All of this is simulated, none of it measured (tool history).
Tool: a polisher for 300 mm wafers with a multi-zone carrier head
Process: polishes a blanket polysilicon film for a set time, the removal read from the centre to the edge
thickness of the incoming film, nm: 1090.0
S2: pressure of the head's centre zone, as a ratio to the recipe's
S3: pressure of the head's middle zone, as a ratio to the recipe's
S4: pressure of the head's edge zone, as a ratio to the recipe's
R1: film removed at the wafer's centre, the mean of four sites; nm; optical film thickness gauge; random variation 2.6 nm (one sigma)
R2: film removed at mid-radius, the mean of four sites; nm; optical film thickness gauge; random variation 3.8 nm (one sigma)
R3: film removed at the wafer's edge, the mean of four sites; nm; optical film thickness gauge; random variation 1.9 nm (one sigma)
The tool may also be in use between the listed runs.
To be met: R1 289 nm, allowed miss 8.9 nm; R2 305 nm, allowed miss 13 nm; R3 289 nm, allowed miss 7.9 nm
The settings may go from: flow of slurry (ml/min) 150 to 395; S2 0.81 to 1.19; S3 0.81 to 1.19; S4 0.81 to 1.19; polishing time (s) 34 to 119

run 1 hour=0 | flow_of_slurry_(ml/min)=250 S2=1 S3=1 S4=1 polishing_time_(s)=76 | R1=356.88 R2=362.65 R3=357.27
run 2 hour=1.5 | flow_of_slurry_(ml/min)=250 S2=1 S3=1.07 S4=1 polishing_time_(s)=76 | R1=357.62 R2=385.09 R3=354.18
run 3 hour=5.1 | flow_of_slurry_(ml/min)=245 S2=0.99 S3=1.05 S4=0.98 polishing_time_(s)=74 | R1=342.35 R2=370.43 R3=345.82
run 4 hour=10.1 | flow_of_slurry_(ml/min)=300 S2=0.99 S3=1.05 S4=0.98 polishing_time_(s)=74 | R1=341.12 R2=374.99 R3=352.99
run 5 hour=14 | flow_of_slurry_(ml/min)=290 S2=0.99 S3=1.04 S4=0.96 polishing_time_(s)=72 | R1=335.36 R2=357.06 R3=336.61
run 6 hour=17.4 | flow_of_slurry_(ml/min)=290 S2=0.99 S3=1.04 S4=0.96 polishing_time_(s)=86 | R1=404.98 R2=424.68 R3=405.65
run 7 hour=21.3 | flow_of_slurry_(ml/min)=285 S2=0.98 S3=1.03 S4=0.94 polishing_time_(s)=83 | R1=385.12 R2=409.46 R3=387.35
run 8 hour=26.1 | flow_of_slurry_(ml/min)=265 S2=0.95 S3=0.95 S4=0.85 polishing_time_(s)=61 | R1=266.9 R2=283.5 R3=268.63
run 9 hour=31.4 | flow_of_slurry_(ml/min)=270 S2=0.96 S3=0.96 S4=0.86 polishing_time_(s)=61 | R1=278.55 R2=284.01 R3=268.73
run 10 hour=32.8 | flow_of_slurry_(ml/min)=275 S2=0.96 S3=0.97 S4=0.87 polishing_time_(s)=61 | R1=273.53 R2=289.25 R3=270.14
run 11 hour=34 | flow_of_slurry_(ml/min)=275 S2=0.96 S3=0.98 S4=0.88 polishing_time_(s)=61 | R1=277.12 R2=291.4 R3=273.47
run 12 hour=40.3 | flow_of_slurry_(ml/min)=280 S2=0.96 S3=0.98 S4=0.89 polishing_time_(s)=61 | R1=274.35 R2=292.3 R3=275.01
run 13 hour=48.9 | flow_of_slurry_(ml/min)=280 S2=0.96 S3=0.98 S4=0.9 polishing_time_(s)=61 | R1=275.05 R2=288.41 R3=276.15

5 next moves are on the table. One of them brings every result within its allowed miss. Which?
run A hour=57.5 | flow_of_slurry_(ml/min)=255 S2=1.01 S3=1.06 S4=0.97 polishing_time_(s)=59 | R1=? R2=? R3=?
run B hour=57.5 | flow_of_slurry_(ml/min)=245 S2=1.01 S3=1.06 S4=0.84 polishing_time_(s)=60 | R1=? R2=? R3=?
run C hour=57.5 | flow_of_slurry_(ml/min)=330 S2=0.99 S3=0.9 S4=0.9 polishing_time_(s)=62 | R1=? R2=? R3=?
run D hour=57.5 | flow_of_slurry_(ml/min)=265 S2=0.95 S3=0.97 S4=0.86 polishing_time_(s)=65 | R1=? R2=? R3=?
run E hour=57.5 | flow_of_slurry_(ml/min)=325 S2=0.94 S3=0.9 S4=1.01 polishing_time_(s)=55 | R1=? R2=? R3=?

move=A R1=277.33 R2=299.75 R3=273.96
move=B R1=280.69 R2=303.57 R3=259.93
move=C R1=293.13 R2=281.37 R3=283.83
move=D R1=288.34 R2=307.72 R3=286.7
move=E R1=246.45 R2=249.3 R3=265.59
A: further off than the last run
B: further off than the last run
C: brings the result that was furthest off to its target, and leaves another outside
D: meets every target
E: further off than the last run
The right move is D.
